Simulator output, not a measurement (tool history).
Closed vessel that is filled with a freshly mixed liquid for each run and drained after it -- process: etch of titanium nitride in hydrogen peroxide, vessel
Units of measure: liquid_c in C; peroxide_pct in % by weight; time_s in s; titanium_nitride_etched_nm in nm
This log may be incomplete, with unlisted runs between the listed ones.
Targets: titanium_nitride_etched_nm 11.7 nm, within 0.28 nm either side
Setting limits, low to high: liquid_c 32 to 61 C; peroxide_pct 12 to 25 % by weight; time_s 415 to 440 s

run  hour  liquid_c  peroxide_pct  time_s  titanium_nitride_etched_nm
  1     0        45            17     415                      20.456
  2   0.9      43.5            17     415                      18.236
  3   7.7        47            17     415                      23.787
  4  15.1        53            17     415                      36.507
  5  15.6        46            17     415                       21.94
  6  21.4        44            17     415                      18.998
  7  30.1      42.5            17     415                      16.889
  8  36.2      42.5            17     415                      16.883
  9  36.8      41.5            17     415                      15.594
 10  41.5      40.5            17     415                      14.563
 11  43.1        40            17     415                      13.947
 12  48.3      39.5            17     415                      13.402
 13  49.8        39            17     415                      12.913
 14  58.8      38.5            17     415                      12.426

Consider the 4 candidate settings below. Which is the only one whose results all fall within their allowed miss of target?
  A  67.8      38.5          15.5     440                           ?
  B  67.8      37.5            15     415                           ?
  C  67.8      37.5            18     440                           ?
  D  67.8        38            15     415                           ?

move  titanium_nitride_etched_nm
   A                      12.837
   B                      11.116
   C                      12.249
   D                      11.562
A: the biggest miss grows against the last run
B: moves the result that the last run missed by most past its target, out the other side
C: nearer than the last run, and not there yet
D: all results in spec
Go with D: it meets all targets.
